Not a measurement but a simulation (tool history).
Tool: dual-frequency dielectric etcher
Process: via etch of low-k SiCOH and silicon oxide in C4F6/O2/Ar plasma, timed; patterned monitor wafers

| run | day | source power (W) | bias power (W) | etch time (s) | mean etch depth across the wafer (angstrom) |
|---|---|---|---|---|---|
| 1 | 0.000 | 350 | 250 | 67 | 1599.9 |
| 2 | 0.317 | 350 | 286 | 67 | 1667.9 |
| 3 | 0.458 | 310 | 273 | 67 | 1548.9 |
| 4 | 0.729 | 310 | 273 | 70 | 1608.3 |
| 5 | 1.038 | 310 | 254 | 70 | 1563.1 |
| 6 | 1.292 | 310 | 254 | 67 | 1492.2 |

Forecast run 7:
| 7 | 1.658 | 310 | 254 | 67 | ? |

mean etch depth across the wafer (angstrom): 1497.7
